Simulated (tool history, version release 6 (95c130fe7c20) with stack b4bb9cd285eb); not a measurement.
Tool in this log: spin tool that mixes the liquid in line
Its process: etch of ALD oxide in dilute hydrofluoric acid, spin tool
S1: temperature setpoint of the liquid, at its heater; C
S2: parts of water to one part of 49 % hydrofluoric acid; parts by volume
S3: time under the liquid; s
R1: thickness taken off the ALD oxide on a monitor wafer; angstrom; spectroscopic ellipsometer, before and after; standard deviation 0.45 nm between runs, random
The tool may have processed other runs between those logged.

run  hour    S1   S2   S3      R1
  1     0    25  175   95  166.52
  2   1.4    25  125   95  249.21
  3   7.1  26.5  110   95  305.57
  4  10.8    28  105   95  336.79
  5  15.5    29  100   95  369.92
  6  21.8    29  100  100  392.85
  7    23    30  100  100  415.57
  8  26.1  30.5  100  100  416.27
  9  28.9    31  100  100  427.85
 10  30.1  31.5  100  100  430.91

Predict the results of run 11:
 11  35.2  33  85  100   ?

R1: 559.25 angstrom

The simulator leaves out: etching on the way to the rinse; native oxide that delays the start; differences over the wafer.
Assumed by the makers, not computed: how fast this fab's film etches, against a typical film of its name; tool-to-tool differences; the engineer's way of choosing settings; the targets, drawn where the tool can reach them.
